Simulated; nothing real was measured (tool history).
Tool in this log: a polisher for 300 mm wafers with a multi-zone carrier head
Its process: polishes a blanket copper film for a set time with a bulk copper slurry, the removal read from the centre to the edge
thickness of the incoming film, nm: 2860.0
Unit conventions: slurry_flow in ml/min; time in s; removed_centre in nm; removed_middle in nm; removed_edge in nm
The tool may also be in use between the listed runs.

Run 1, hour 0.0: slurry_flow 300 ml/min, centre_zone 1.00, middle_zone 1.00, edge_zone 1.00, slurry_solids 1.0, time 52 s. Result: removed_centre 345.65 nm, removed_middle 328.81 nm, removed_edge 344.71 nm.
Run 2, hour 2.8: slurry_flow 300 ml/min, centre_zone 1.00, middle_zone 1.00, edge_zone 1.00, slurry_solids 1.0, time 60 s. Result: removed_centre 391.71 nm, removed_middle 382.31 nm, removed_edge 392.21 nm.
Run 3, hour 7.5: slurry_flow 300 ml/min, centre_zone 1.00, middle_zone 0.96, edge_zone 1.00, slurry_solids 1.0, time 60 s. Result: removed_centre 405.01 nm, removed_middle 369.64 nm, removed_edge 394.44 nm.
Run 4, hour 11.9: slurry_flow 300 ml/min, centre_zone 1.00, middle_zone 0.96, edge_zone 1.00, slurry_solids 1.0, time 68 s. Result: removed_centre 456.17 nm, removed_middle 411.58 nm, removed_edge 443.28 nm.
Run 5, hour 19.3: slurry_flow 310 ml/min, centre_zone 1.02, middle_zone 0.98, edge_zone 0.97, slurry_solids 1.0, time 68 s. Result: removed_centre 463.19 nm, removed_middle 424.44 nm, removed_edge 438.77 nm.
Run 6, hour 25.4: slurry_flow 250 ml/min, centre_zone 1.02, middle_zone 0.98, edge_zone 0.97, slurry_solids 1.0, time 68 s. Result: removed_centre 446.19 nm, removed_middle 415.07 nm, removed_edge 430.46 nm.
Run 7, hour 28.4: slurry_flow 265 ml/min, centre_zone 1.04, middle_zone 1.00, edge_zone 0.95, slurry_solids 1.0, time 68 s. Result: removed_centre 455.18 nm, removed_middle 421.75 nm, removed_edge 428.95 nm.

Run 8 has not been measured yet. What should we expect?
Run 8, hour 31.5: slurry_flow 280 ml/min, centre_zone 1.05, middle_zone 1.02, edge_zone 0.93, slurry_solids 1.0, time 68 s. Result: removed_centre ?, removed_middle ?, removed_edge ?.

{"run 8": {"removed_centre": 454.75, "removed_middle": 439.36, "removed_edge": 425.44}}

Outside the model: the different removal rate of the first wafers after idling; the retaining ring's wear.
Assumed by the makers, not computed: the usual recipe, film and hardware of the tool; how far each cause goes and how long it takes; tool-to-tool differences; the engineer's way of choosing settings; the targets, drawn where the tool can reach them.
